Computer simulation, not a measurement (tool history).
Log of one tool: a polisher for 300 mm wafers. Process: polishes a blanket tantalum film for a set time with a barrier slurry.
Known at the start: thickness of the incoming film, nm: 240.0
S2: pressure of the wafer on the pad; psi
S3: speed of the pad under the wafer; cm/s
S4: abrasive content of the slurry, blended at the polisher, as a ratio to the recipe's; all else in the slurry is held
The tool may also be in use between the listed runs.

{"run": 1, "day": 0.0, "flow of slurry (ml/min)": 260, "S2": 1.6, "S3": 106, "S4": 1.0, "polishing time (s)": 75, "film removed (Å)": 1010.3}
{"run": 2, "day": 0.071, "flow of slurry (ml/min)": 260, "S2": 1.3, "S3": 102, "S4": 1.0, "polishing time (s)": 75, "film removed (Å)": 847.69}
{"run": 3, "day": 0.2, "flow of slurry (ml/min)": 260, "S2": 1.3, "S3": 102, "S4": 1.0, "polishing time (s)": 79, "film removed (Å)": 862.26}
{"run": 4, "day": 0.242, "flow of slurry (ml/min)": 260, "S2": 1.3, "S3": 102, "S4": 1.1, "polishing time (s)": 79, "film removed (Å)": 909.16}
{"run": 5, "day": 0.271, "flow of slurry (ml/min)": 260, "S2": 1.3, "S3": 88, "S4": 1.1, "polishing time (s)": 79, "film removed (Å)": 820.48}
{"run": 6, "day": 0.421, "flow of slurry (ml/min)": 320, "S2": 1.3, "S3": 88, "S4": 1.1, "polishing time (s)": 79, "film removed (Å)": 839.03}
{"run": 7, "day": 0.679, "flow of slurry (ml/min)": 320, "S2": 1.1, "S3": 82, "S4": 1.1, "polishing time (s)": 79, "film removed (Å)": 706.56}
{"run": 8, "day": 0.867, "flow of slurry (ml/min)": 320, "S2": 1.0, "S3": 78, "S4": 1.1, "polishing time (s)": 79, "film removed (Å)": 610.99}

The next listed run, before its measurement:
{"run": 9, "day": 1.129, "flow of slurry (ml/min)": 320, "S2": 0.9, "S3": 78, "S4": 1.1, "polishing time (s)": 79, "film removed (Å)": "?"}

{"run 9": {"film removed (Å)": 595.78}}
